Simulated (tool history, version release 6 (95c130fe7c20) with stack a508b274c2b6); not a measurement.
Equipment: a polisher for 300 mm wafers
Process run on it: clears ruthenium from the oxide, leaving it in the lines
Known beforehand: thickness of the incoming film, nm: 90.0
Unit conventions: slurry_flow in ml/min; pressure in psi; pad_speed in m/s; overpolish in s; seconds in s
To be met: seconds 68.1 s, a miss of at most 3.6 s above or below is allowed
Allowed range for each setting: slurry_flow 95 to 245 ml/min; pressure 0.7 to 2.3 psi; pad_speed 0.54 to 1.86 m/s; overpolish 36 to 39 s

| run | hour | slurry_flow | pressure | pad_speed | overpolish | seconds |
|---|---|---|---|---|---|---|
| 1 | 0 | 155 | 1.5 | 1.18 | 36 | 123.81 |
| 2 | 5 | 155 | 1.5 | 1.18 | 36 | 120.49 |
| 3 | 12.6 | 155 | 1.5 | 1.42 | 36 | 101.44 |
| 4 | 14.1 | 155 | 1.5 | 1.24 | 36 | 113.26 |
| 5 | 15 | 155 | 1.5 | 1.02 | 36 | 141.91 |
| 6 | 19.1 | 155 | 1.3 | 1.02 | 36 | 158.39 |
| 7 | 25.8 | 155 | 1.5 | 1.08 | 36 | 133.55 |
| 8 | 32 | 155 | 1.7 | 1.14 | 36 | 112.13 |
| 9 | 35.5 | 155 | 1.8 | 1.18 | 36 | 100.98 |
| 10 | 41.2 | 155 | 1.9 | 1.2 | 36 | 95.127 |
|  | 46.7 | slurry nozzle cleaned |
| 11 | 46.7 | 155 | 2 | 1.22 | 36 | 83.287 |
| 12 | 54.9 | 155 | 2.1 | 1.22 | 36 | 80.105 |
| 13 | 59.9 | 155 | 2.2 | 1.22 | 36 | 74.519 |

Next run, 4 choices. One meets every target within its allowed miss, the rest don't. Which?
| A | 64.9 | 115 | 2.1 | 1.26 | 39 | ? |
| B | 64.9 | 115 | 1.8 | 1.52 | 39 | ? |
| C | 64.9 | 195 | 2.1 | 1.32 | 36 | ? |
| D | 64.9 | 215 | 2.1 | 1.16 | 39 | ? |

| move | seconds |
|---|---|
| A | 80.844 |
| B | 78.195 |
| C | 69.759 |
| D | 78.052 |
A: lands further from the targets than the last run did
B: lands further from the targets than the last run did
C: every result lands within tolerance
D: lands further from the targets than the last run did
The move that meets every target is C.

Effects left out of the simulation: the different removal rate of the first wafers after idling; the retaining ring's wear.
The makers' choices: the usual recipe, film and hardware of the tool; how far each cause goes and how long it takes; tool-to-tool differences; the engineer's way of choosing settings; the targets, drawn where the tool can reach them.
